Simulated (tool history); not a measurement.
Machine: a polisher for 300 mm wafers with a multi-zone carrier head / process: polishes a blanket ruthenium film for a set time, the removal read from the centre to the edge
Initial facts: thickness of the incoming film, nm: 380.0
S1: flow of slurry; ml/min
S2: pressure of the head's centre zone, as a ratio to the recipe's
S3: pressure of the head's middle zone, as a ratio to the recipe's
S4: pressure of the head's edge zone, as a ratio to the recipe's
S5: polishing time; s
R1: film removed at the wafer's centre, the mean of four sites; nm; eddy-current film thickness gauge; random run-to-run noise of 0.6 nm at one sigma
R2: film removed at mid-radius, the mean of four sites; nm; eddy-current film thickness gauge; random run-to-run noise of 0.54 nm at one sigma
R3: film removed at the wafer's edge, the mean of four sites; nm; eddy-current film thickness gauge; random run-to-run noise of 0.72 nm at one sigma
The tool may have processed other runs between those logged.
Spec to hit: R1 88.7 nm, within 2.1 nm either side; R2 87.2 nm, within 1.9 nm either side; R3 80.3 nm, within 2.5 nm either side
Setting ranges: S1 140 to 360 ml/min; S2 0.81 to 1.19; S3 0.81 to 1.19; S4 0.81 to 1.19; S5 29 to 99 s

| run | hour | S1 | S2 | S3 | S4 | S5 | R1 | R2 | R3 |
|---|---|---|---|---|---|---|---|---|---|
| 1 | 0 | 230 | 1 | 1 | 1 | 64 | 74.494 | 74.62 | 72.622 |
| 2 | 8.2 | 230 | 0.93 | 1 | 1 | 64 | 69.098 | 74.849 | 71.534 |
| 3 | 15.8 | 230 | 0.93 | 1 | 1 | 70 | 75.513 | 81.832 | 79.685 |
| 4 | 21.2 | 255 | 0.96 | 1.01 | 0.98 | 70 | 78.549 | 84.169 | 78.698 |
| 5 | 26.9 | 255 | 0.96 | 1.01 | 1.04 | 70 | 79.49 | 83.553 | 80.671 |
| 6 | 31.2 | 255 | 0.96 | 1.09 | 1.04 | 70 | 78.137 | 89.582 | 81.674 |
| 7 | 36.9 | 270 | 0.99 | 1.07 | 1.03 | 70 | 80.716 | 88.02 | 81.111 |
| 8 | 45.3 | 280 | 1.02 | 1.07 | 1.02 | 70 | 83.985 | 88.033 | 81.579 |
| 9 | 48.3 | 285 | 1.03 | 1.07 | 1.01 | 70 | 85.408 | 88.048 | 80.777 |
| 10 | 56.2 | 285 | 1.03 | 1.07 | 1.01 | 70 | 86.059 | 88.801 | 80.695 |
| 11 | 59.5 | 285 | 1.04 | 1.06 | 1.01 | 70 | 86.206 | 88.904 | 80.686 |
| 12 | 64.6 | 290 | 1.08 | 1.02 | 1 | 70 | 89.656 | 84.445 | 80.801 |

Which single option among these 5 for the next run brings every result within its allowed miss of target? Just one does.
| A | 69.7 | 215 | 1.06 | 0.97 | 0.98 | 73 | ? | ? | ? |
| B | 69.7 | 235 | 1.07 | 0.96 | 0.96 | 72 | ? | ? | ? |
| C | 69.7 | 280 | 1.06 | 1 | 1.03 | 70 | ? | ? | ? |
| D | 69.7 | 355 | 1.16 | 1.01 | 1.14 | 67 | ? | ? | ? |
| E | 69.7 | 325 | 1.06 | 1.04 | 0.99 | 70 | ? | ? | ? |

| move | R1 | R2 | R3 |
|---|---|---|---|
| A | 89.03 | 82.063 | 79.514 |
| B | 89.767 | 81.152 | 78.335 |
| C | 88.394 | 83.278 | 79.933 |
| D | 94.931 | 82.111 | 81.868 |
| E | 89.838 | 87.342 | 79.239 |
A: lands further from the targets than the last run did
B: lands further from the targets than the last run did
C: lands further from the targets than the last run did
D: lands further from the targets than the last run did
E: in spec on every target
The right move is E.
